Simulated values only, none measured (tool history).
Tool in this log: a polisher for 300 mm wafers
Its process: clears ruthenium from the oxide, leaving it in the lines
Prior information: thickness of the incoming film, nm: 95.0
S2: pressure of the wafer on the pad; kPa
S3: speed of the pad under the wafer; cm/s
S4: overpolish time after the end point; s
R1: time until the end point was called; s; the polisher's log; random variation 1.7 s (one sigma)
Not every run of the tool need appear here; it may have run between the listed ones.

run 1 hour=0 | flow_of_slurry_(ml/min)=215 S2=13.8 S3=76 S4=17 | R1=135.49
run 2 hour=2.1 | flow_of_slurry_(ml/min)=215 S2=17.2 S3=76 S4=17 | R1=111.75
run 3 hour=6.4 | flow_of_slurry_(ml/min)=215 S2=15.2 S3=76 S4=17 | R1=122.84
run 4 hour=8.9 | flow_of_slurry_(ml/min)=260 S2=15.2 S3=76 S4=17 | R1=122.12
run 5 hour=17 | flow_of_slurry_(ml/min)=260 S2=13.8 S3=76 S4=17 | R1=133.18
run 6 hour=23.9 | flow_of_slurry_(ml/min)=260 S2=13.8 S3=58 S4=17 | R1=170.74
run 7 hour=25.7 | flow_of_slurry_(ml/min)=260 S2=13.1 S3=58 S4=17 | R1=178.27

What does the tool deliver on the next run?
run 8 hour=26.5 | flow_of_slurry_(ml/min)=260 S2=12.4 S3=58 S4=17 | R1=?

R1: 187.17 s
